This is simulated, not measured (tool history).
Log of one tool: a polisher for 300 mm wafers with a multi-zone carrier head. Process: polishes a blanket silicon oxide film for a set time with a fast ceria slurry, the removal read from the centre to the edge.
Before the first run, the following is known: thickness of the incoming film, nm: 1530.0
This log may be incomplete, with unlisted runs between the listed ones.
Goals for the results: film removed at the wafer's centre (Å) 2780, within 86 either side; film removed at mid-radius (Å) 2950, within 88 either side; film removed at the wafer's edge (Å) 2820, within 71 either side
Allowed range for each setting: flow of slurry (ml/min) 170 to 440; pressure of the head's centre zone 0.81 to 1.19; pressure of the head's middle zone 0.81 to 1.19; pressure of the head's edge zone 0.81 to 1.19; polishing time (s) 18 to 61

run	hour	flow of slurry (ml/min)	pressure of the head's centre zone	pressure of the head's middle zone	pressure of the head's edge zone	polishing time (s)	film removed at the wafer's centre (Å)	film removed at mid-radius (Å)	film removed at the wafer's edge (Å)
1	0	280	1	1	1	39	5410.1	5361	5143.8
2	2.2	275	0.97	0.98	0.97	35	4619.5	4716.2	4522.1
3	9	245	0.97	0.98	0.97	35	4588	4635.6	4556.7
4	15.4	245	0.97	0.98	0.93	35	4525	4668.6	4409
5	19.3	245	0.88	0.98	0.93	35	4150.6	4633.6	4404.2
6	27.3	245	0.88	1.03	0.93	35	4062.1	4895.2	4425.1
7	30.9	255	0.88	1	0.91	32	3840.7	4362.4	4042.8
8	32.9	260	0.87	0.99	0.89	29	3367.5	3924.4	3644
9	39.2	265	0.88	0.98	0.88	27	3232.2	3610.3	3354
10	44.4	265	0.88	0.97	0.87	26	3155.8	3489.2	3258.7
11	52.7	265	0.88	0.96	0.86	25	2966.6	3259.7	3071.9
12	55.4	265	0.88	0.95	0.85	25	2961.1	3298.6	3058.5
13	60.1	265	0.88	0.93	0.84	25	3001.8	3210.2	3030.5
14	67.5	230	0.85	0.9	0.81	23	2647.3	2829.3	2746.6
15	76.4	240	0.86	0.9	0.81	23	2681.5	2831.4	2739.8
16	80.4	245	0.86	0.9	0.81	23	2679.7	2839.5	2760.7
17	82.8	250	0.86	0.9	0.81	23	2680.3	2875.8	2744.4
18	83.8	255	0.86	0.9	0.82	23	2699.8	2853.2	2781.3
19	90.4	260	0.86	0.9	0.82	23	2669.6	2890.5	2763

4 next moves are on the table. One of them brings every result within its allowed miss. Which?
A	97	320	0.81	0.95	0.83	22	?	?	?
B	97	255	0.85	0.98	0.81	22	?	?	?
C	97	230	0.81	0.9	0.86	23	?	?	?
D	97	330	0.86	0.89	0.81	23	?	?	?

move	film removed at the wafer's centre (Å)	film removed at mid-radius (Å)	film removed at the wafer's edge (Å)
A	2468.9	2974.2	2681.7
B	2520.3	2975.1	2600.9
C	2469.5	2856.5	2765.6
D	2749.8	2953	2782.4
A: further off than the last run
B: further off than the last run
C: further off than the last run
D: all results land within tolerance of their targets
The right move is D.
